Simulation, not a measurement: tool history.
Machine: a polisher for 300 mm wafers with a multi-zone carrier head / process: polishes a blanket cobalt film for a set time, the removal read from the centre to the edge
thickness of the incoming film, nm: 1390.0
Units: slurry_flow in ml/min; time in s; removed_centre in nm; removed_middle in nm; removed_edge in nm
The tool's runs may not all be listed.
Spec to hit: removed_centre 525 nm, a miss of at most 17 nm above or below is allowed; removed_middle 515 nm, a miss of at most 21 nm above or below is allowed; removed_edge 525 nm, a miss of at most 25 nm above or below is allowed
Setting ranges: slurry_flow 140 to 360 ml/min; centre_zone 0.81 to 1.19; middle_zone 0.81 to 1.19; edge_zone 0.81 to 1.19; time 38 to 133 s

| run | day | slurry_flow | centre_zone | middle_zone | edge_zone | time | removed_centre | removed_middle | removed_edge |
|---|---|---|---|---|---|---|---|---|---|
| 1 | 0 | 230 | 1 | 1 | 1 | 85 | 383.15 | 377.17 | 369.91 |
| 2 | 0.112 | 230 | 1.01 | 1.01 | 1.03 | 91 | 407.89 | 397.91 | 407.25 |
| 3 | 0.321 | 240 | 1.03 | 1.04 | 1.05 | 95 | 440.29 | 448.96 | 423.4 |
| 4 | 0.525 | 240 | 1.03 | 1.04 | 1.02 | 95 | 440.54 | 432.21 | 431.26 |
| 5 | 0.846 | 240 | 1.03 | 1.04 | 1.02 | 75 | 346.35 | 356.46 | 336.71 |
| 6 | 1.088 | 260 | 1.03 | 1.04 | 1.02 | 75 | 355.61 | 350.21 | 331.5 |
| 7 | 1.317 | 260 | 1.03 | 1.04 | 1.02 | 75 | 347.56 | 352.26 | 341.38 |
| 8 | 1.679 | 275 | 1.04 | 1.05 | 1.05 | 83 | 390.99 | 405.71 | 388.65 |
| 9 | 2 | 285 | 1.07 | 1.04 | 1.08 | 87 | 423.11 | 414.73 | 409.8 |
| 10 | 2.204 | 295 | 1.08 | 1.04 | 1.1 | 91 | 442.75 | 427.57 | 440.6 |
| 11 | 2.446 | 305 | 1.1 | 1.06 | 1.12 | 93 | 470.03 | 440.16 | 433.08 |
| 12 | 2.721 | 315 | 1.09 | 1.06 | 1.12 | 96 | 482.66 | 463.5 | 452.57 |
| 13 | 2.825 | 315 | 1.08 | 1.05 | 1.13 | 99 | 495.52 | 471.74 | 474.81 |
| 14 | 3.133 | 315 | 1.07 | 1.05 | 1.14 | 101 | 500.97 | 484.81 | 486.42 |
| 15 | 3.225 | 320 | 1.07 | 1.05 | 1.15 | 102 | 510.53 | 494.1 | 486.01 |

Consider the 4 candidate settings below. Which is the only one whose results all fall within their allowed miss of target?
| A | 3.317 | 270 | 1.15 | 1.03 | 1.11 | 111 | ? | ? | ? |
| B | 3.317 | 350 | 1.19 | 1.19 | 1.1 | 94 | ? | ? | ? |
| C | 3.317 | 355 | 1.08 | 1.09 | 1.1 | 110 | ? | ? | ? |
| D | 3.317 | 245 | 1.04 | 1.02 | 1.1 | 113 | ? | ? | ? |

| move | removed_centre | removed_middle | removed_edge |
|---|---|---|---|
| A | 582.64 | 519.54 | 536.81 |
| B | 525.13 | 510 | 459.97 |
| C | 557.67 | 554.35 | 539.47 |
| D | 529.7 | 519.32 | 539.69 |
A: puts the biggest miss on target and leaves a different result outside tolerance
B: the biggest miss grows against the last run
C: puts the biggest miss on target and leaves a different result outside tolerance
D: every result lands within tolerance
D meets every target.
